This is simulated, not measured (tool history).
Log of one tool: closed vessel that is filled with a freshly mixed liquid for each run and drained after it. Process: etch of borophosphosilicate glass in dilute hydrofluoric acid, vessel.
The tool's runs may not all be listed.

run  hour  temperature setpoint of the liquid (K)  parts of water to one part of 49 % hydrofluoric acid (parts by volume)  time in the liquid (s)  thickness taken off the borophosphosilicate glass on a monitor wafer (Å)
  1     0                                  295.15                                                                     135                      95                                                                    284.07
  2   4.4                                  295.15                                                                     135                      95                                                                    281.01
  3  12.9                                  296.65                                                                     125                      95                                                                    330.56
  4  22.2                                  296.65                                                                     105                      95                                                                    403.48
  5  24.3                                  298.65                                                                     105                      95                                                                    432.77
  6  28.6                                  298.65                                                                     105                     105                                                                    481.58
  7  34.2                                  299.15                                                                     105                     105                                                                    488.86
  8  35.5                                  299.65                                                                     105                     105                                                                    505.25
  9  37.6                                  300.15                                                                     105                     105                                                                    508.24
 10  44.8                                  300.65                                                                     105                     105                                                                    514.56
 11  54.1                                  301.15                                                                     105                     105                                                                    529.54

Forecast run 12:
 12  56.8                                  301.65                                                                     105                     105                                                                         ?

Run 12 gave thickness taken off the borophosphosilicate glass on a monitor wafer (Å) 536.04.

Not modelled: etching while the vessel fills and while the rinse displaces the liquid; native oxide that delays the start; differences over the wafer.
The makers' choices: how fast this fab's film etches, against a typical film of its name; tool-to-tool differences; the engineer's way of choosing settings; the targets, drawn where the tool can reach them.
